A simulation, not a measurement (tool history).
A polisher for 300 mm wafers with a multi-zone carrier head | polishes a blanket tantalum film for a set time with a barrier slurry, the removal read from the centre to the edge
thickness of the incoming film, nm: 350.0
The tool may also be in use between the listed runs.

run,hour,flow of slurry (ml/min),pressure of the head's centre zone,pressure of the head's middle zone,pressure of the head's edge zone,abrasive content of the slurry,polishing time (s),film removed at the wafer's centre (angstrom),film removed at mid-radius (angstrom),film removed at the wafer's edge (angstrom)
1,0.0,200,1.00,1.00,1.00,1.00,37,361.55,358.85,357.60
2,1.7,200,1.00,1.00,1.00,1.10,37,373.18,368.61,368.09
3,4.0,205,0.99,1.01,1.04,1.20,38,389.35,394.15,401.76
4,8.7,205,0.99,0.96,1.04,1.20,38,388.75,371.87,397.98
5,15.9,205,0.99,0.96,1.04,1.05,38,371.88,366.79,388.33
6,23.4,215,0.99,0.98,1.07,1.10,38,385.12,378.01,397.41
7,27.0,195,0.89,1.01,1.15,1.35,42,401.72,451.28,475.77
8,35.9,205,0.90,1.01,1.15,1.35,42,408.73,447.72,469.11

Run 9 comes next. What will it give?
9,43.7,205,0.90,1.01,1.16,1.40,42,?,?,?

{"run 9": {"film removed at the wafer's centre (angstrom)": 410.71, "film removed at mid-radius (angstrom)": 445.67, "film removed at the wafer's edge (angstrom)": 481.2}}
